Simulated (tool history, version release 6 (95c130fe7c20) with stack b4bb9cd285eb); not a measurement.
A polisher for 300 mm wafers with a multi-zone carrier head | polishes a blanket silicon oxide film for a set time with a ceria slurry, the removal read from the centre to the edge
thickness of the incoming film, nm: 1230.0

| run | hour | flow of slurry (ml/min) | pressure of the head's centre zone | pressure of the head's middle zone | pressure of the head's edge zone | polishing time (s) | film removed at the wafer's centre (Å) | film removed at mid-radius (Å) | film removed at the wafer's edge (Å) |
|---|---|---|---|---|---|---|---|---|---|
| 1 | 0.0 | 150 | 1.00 | 1.00 | 1.00 | 41 | 1574.9 | 1568.9 | 1535.8 |
| 2 | 5.0 | 160 | 1.01 | 0.99 | 1.04 | 42 | 1632.9 | 1607.2 | 1613.2 |
| 3 | 13.7 | 135 | 1.01 | 0.99 | 1.04 | 42 | 1608.0 | 1533.2 | 1559.7 |
| 4 | 14.3 | 135 | 1.01 | 0.99 | 1.04 | 33 | 1238.7 | 1218.7 | 1235.0 |
| 5 | 17.7 | 150 | 1.02 | 0.98 | 1.08 | 36 | 1418.0 | 1331.2 | 1395.6 |
| 6 | 19.0 | 150 | 0.98 | 0.98 | 1.08 | 36 | 1354.1 | 1336.3 | 1392.6 |

Forecast run 7:
| 7 | 25.3 | 165 | 0.99 | 0.97 | 1.11 | 38 | ? | ? | ? |

Run 7 gave film removed at the wafer's centre (Å) 1467.2, film removed at mid-radius (Å) 1432.6, film removed at the wafer's edge (Å) 1516.4.
